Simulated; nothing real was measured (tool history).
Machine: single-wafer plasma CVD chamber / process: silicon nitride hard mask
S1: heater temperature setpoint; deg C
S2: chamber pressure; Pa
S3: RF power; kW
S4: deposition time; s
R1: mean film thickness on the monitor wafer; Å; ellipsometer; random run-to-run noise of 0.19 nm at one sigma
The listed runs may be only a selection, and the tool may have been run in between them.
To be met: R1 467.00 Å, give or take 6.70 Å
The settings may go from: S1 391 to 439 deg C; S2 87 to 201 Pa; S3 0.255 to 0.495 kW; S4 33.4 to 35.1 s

run 1 hour=0.0 | S1=415 S2=144 S3=0.375 S4=35.1 | R1=415.26
run 2 hour=1.2 | S1=415 S2=153 S3=0.375 S4=35.1 | R1=424.00
run 3 hour=4.4 | S1=415 S2=153 S3=0.430 S4=35.1 | R1=454.72
run 4 hour=9.4 | S1=415 S2=153 S3=0.430 S4=33.4 | R1=433.91
run 5 hour=16.2 | S1=415 S2=131 S3=0.430 S4=33.4 | R1=412.74
run 6 hour=18.0 | S1=410 S2=131 S3=0.430 S4=33.4 | R1=414.58
run 7 hour=22.4 | S1=410 S2=140 S3=0.430 S4=33.4 | R1=424.48
run 8 hour=25.9 | S1=410 S2=148 S3=0.430 S4=33.4 | R1=428.10
run 9 hour=32.0 | S1=410 S2=156 S3=0.430 S4=33.4 | R1=435.59
run 10 hour=37.3 | S1=410 S2=163 S3=0.430 S4=33.4 | R1=443.16
run 11 hour=38.6 | S1=410 S2=167 S3=0.430 S4=33.4 | R1=447.62
run 12 hour=44.7 | S1=410 S2=171 S3=0.430 S4=33.4 | R1=447.83
run 13 hour=50.1 | S1=410 S2=175 S3=0.430 S4=33.4 | R1=454.79
run 14 hour=52.5 | S1=410 S2=177 S3=0.430 S4=33.4 | R1=453.63
run 15 hour=58.9 | S1=410 S2=180 S3=0.430 S4=33.4 | R1=455.38
run 16 hour=61.2 | S1=410 S2=183 S3=0.430 S4=33.4 | R1=461.38

Next run, 4 choices. One meets every target within its allowed miss, the rest don't. Which?
run A hour=63.5 | S1=413 S2=164 S3=0.415 S4=35.1 | R1=?
run B hour=63.5 | S1=413 S2=197 S3=0.410 S4=34.1 | R1=?
run C hour=63.5 | S1=416 S2=176 S3=0.410 S4=34.4 | R1=?
run D hour=63.5 | S1=406 S2=160 S3=0.455 S4=33.4 | R1=?

move=A R1=457.60
move=B R1=466.22
move=C R1=454.49
move=D R1=455.11
A: the biggest miss grows against the last run
B: every result lands within tolerance
C: the biggest miss grows against the last run
D: the biggest miss grows against the last run
The right move is B.

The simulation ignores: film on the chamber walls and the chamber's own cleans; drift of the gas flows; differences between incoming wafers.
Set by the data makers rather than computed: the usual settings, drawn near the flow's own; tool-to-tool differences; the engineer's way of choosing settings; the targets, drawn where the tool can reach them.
